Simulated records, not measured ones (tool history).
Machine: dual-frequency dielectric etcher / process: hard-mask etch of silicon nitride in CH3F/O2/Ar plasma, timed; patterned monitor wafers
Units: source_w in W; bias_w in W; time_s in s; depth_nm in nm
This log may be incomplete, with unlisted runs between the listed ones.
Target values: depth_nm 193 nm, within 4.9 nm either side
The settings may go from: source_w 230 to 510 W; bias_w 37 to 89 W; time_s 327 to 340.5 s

run,hour,source_w,bias_w,time_s,depth_nm
1,0,370,63,327,214.87
2,5.8,350,62,327,210.93
3,14.3,350,62,340.5,218.43
4,19.6,370,62,340.5,222.55
5,23.7,370,62,340.5,222.89
6,27.4,370,54,340.5,213.68
7,28.9,350,53,340,209.64
8,33.1,340,52,339.5,207.39
9,41.1,330,51,339,202.37
10,49.4,320,50,339,199.09

Next run, 4 choices. One meets every target within its allowed miss, the rest don't. Which?
A,57.7,330,44,333,?
B,57.7,320,56,340,?
C,57.7,320,49,340.5,?
D,57.7,340,54,335,?

move,depth_nm
A,192.39
B,208.58
C,200.94
D,206.83
A: every result within its allowed miss
B: the biggest miss grows against the last run
C: the biggest miss grows against the last run
D: the biggest miss grows against the last run
The right move is A.
